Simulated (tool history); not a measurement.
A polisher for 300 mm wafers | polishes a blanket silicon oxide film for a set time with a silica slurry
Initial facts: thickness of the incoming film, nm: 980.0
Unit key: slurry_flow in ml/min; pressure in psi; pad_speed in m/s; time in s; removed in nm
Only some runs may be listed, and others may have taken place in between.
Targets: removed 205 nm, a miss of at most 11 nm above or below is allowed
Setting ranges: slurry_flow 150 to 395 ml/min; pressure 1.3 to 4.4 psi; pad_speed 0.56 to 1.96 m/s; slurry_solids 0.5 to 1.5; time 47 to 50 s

| run | hour | slurry_flow | pressure | pad_speed | slurry_solids | time | removed |
|---|---|---|---|---|---|---|---|
| 1 | 0 | 250 | 2.8 | 1.26 | 1 | 47 | 99.131 |
| 2 | 5.7 | 250 | 3.2 | 1.34 | 1 | 47 | 123.59 |
| 3 | 10.5 | 250 | 3.5 | 1.36 | 1 | 47 | 134.13 |
| 4 | 11.2 | 250 | 3.7 | 1.42 | 1 | 47 | 144.61 |
| 5 | 15.7 | 250 | 4.3 | 1.42 | 1 | 47 | 165.66 |
| 6 | 23.4 | 250 | 4.3 | 1.42 | 1 | 50 | 177.17 |
| 7 | 30.2 | 250 | 4.3 | 1.46 | 1 | 50 | 183.08 |
| 8 | 35.4 | 250 | 4.3 | 1.5 | 1 | 50 | 189.64 |
| 9 | 38.8 | 250 | 4.3 | 1.52 | 1 | 50 | 192.51 |

Below are 5 possible settings for the next run. Only one of them brings all results inside the allowed miss of their targets. Which is it?
| A | 42.2 | 270 | 4.4 | 1.4 | 0.95 | 50 | ? |
| B | 42.2 | 255 | 3.8 | 1.48 | 1.2 | 47 | ? |
| C | 42.2 | 185 | 4.4 | 1.5 | 1.15 | 50 | ? |
| D | 42.2 | 255 | 4.3 | 1.36 | 1.05 | 47 | ? |
| E | 42.2 | 235 | 4.3 | 1.58 | 1.05 | 47 | ? |

| move | removed |
|---|---|
| A | 175.51 |
| B | 171.85 |
| C | 199.85 |
| D | 167.23 |
| E | 186.84 |
A: the biggest miss grows against the last run
B: the biggest miss grows against the last run
C: meets every target
D: the biggest miss grows against the last run
E: the biggest miss grows against the last run
C is the move that brings every result within its allowed miss.

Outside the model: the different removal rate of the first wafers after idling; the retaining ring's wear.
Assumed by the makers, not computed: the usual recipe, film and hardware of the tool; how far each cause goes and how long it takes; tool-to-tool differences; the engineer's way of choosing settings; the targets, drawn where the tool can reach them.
